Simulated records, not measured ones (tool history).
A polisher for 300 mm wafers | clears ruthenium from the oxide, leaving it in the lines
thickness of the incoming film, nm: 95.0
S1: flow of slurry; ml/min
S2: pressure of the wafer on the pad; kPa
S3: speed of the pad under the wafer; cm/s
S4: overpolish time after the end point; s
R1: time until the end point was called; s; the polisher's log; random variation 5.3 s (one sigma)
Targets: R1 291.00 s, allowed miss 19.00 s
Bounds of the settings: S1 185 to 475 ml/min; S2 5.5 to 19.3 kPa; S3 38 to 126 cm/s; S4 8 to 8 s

run 1 hour=0.0 | S1=305 S2=12.4 S3=82 S4=8 | R1=127.42
run 2 hour=8.2 | S1=355 S2=12.4 S3=82 S4=8 | R1=124.72
run 3 hour=14.8 | S1=355 S2=12.4 S3=64 S4=8 | R1=159.49
run 4 hour=20.2 | S1=355 S2=11.7 S3=62 S4=8 | R1=174.01
run 5 hour=25.3 | S1=355 S2=14.5 S3=62 S4=8 | R1=139.90
run 6 hour=26.3 | S1=355 S2=13.1 S3=60 S4=8 | R1=161.95
run 7 hour=35.0 | S1=355 S2=12.4 S3=58 S4=8 | R1=169.83
run 8 hour=39.9 | S1=355 S2=11.7 S3=56 S4=8 | R1=188.64
run 9 hour=40.7 | S1=355 S2=11.0 S3=56 S4=8 | R1=201.35
run 10 hour=48.5 | S1=355 S2=10.3 S3=56 S4=8 | R1=207.31
run 11 hour=57.2 | S1=355 S2=9.7 S3=56 S4=8 | R1=215.75
run 12 hour=61.1 | S1=355 S2=9.7 S3=56 S4=8 | R1=221.78
run 13 hour=66.2 | S1=355 S2=6.2 S3=52 S4=8 | R1=356.74
run 14 hour=70.0 | S1=355 S2=6.9 S3=52 S4=8 | R1=333.34

4 next moves are on the table. One of them brings every result within its allowed miss. Which?
run A hour=73.8 | S1=435 S2=5.5 S3=60 S4=8 | R1=?
run B hour=73.8 | S1=335 S2=7.6 S3=56 S4=8 | R1=?
run C hour=73.8 | S1=425 S2=8.3 S3=38 S4=8 | R1=?
run D hour=73.8 | S1=390 S2=6.9 S3=42 S4=8 | R1=?

move=A R1=364.02
move=B R1=291.18
move=C R1=362.87
move=D R1=400.51
A: further off than the last run
B: meets every target
C: further off than the last run
D: further off than the last run
Move B is the one to make.
